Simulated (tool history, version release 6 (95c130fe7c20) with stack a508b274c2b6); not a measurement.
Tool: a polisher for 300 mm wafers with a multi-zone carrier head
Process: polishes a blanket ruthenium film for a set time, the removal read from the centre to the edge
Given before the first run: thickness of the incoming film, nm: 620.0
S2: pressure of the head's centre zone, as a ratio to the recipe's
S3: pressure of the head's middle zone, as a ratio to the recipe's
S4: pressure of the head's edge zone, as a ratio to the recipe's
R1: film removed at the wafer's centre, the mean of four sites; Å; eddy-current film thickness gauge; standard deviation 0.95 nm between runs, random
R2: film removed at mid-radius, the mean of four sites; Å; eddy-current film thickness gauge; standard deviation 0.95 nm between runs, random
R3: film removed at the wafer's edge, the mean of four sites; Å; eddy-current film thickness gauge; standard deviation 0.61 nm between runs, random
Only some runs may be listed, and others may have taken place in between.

Run 1, hour 0: flow of slurry (ml/min) 195, S2 1, S3 1, S4 1, polishing time (s) 60. Result: R1 649.41 Å, R2 654.8 Å, R3 660.74 Å.
Run 2, hour 3.7: flow of slurry (ml/min) 220, S2 1, S3 1, S4 1, polishing time (s) 60. Result: R1 669.37 Å, R2 662.91 Å, R3 674.67 Å.
Run 3, hour 6.1: flow of slurry (ml/min) 255, S2 1, S3 1, S4 1, polishing time (s) 60. Result: R1 681.15 Å, R2 673.95 Å, R3 678.9 Å.
Run 4, hour 8.1: flow of slurry (ml/min) 245, S2 0.99, S3 0.98, S4 1.04, polishing time (s) 66. Result: R1 753.3 Å, R2 734.14 Å, R3 764.81 Å.
Run 5, hour 13.8: flow of slurry (ml/min) 245, S2 0.99, S3 0.98, S4 1.04, polishing time (s) 55. Result: R1 611.27 Å, R2 601.33 Å, R3 630.6 Å.
Run 6, hour 18.5: flow of slurry (ml/min) 245, S2 0.99, S3 0.98, S4 1.11, polishing time (s) 55. Result: R1 628.67 Å, R2 611.74 Å, R3 659.13 Å.
Run 7, hour 21.2: flow of slurry (ml/min) 245, S2 0.99, S3 0.98, S4 1.11, polishing time (s) 55. Result: R1 631.11 Å, R2 599.24 Å, R3 654.6 Å.

Expected results for the next run?
Run 8, hour 23.4: flow of slurry (ml/min) 240, S2 0.97, S3 0.96, S4 1.13, polishing time (s) 62. Result: R1 ?, R2 ?, R3 ?.

{"run 8": {"R1": 685.86, "R2": 673.93, "R3": 738.32}}

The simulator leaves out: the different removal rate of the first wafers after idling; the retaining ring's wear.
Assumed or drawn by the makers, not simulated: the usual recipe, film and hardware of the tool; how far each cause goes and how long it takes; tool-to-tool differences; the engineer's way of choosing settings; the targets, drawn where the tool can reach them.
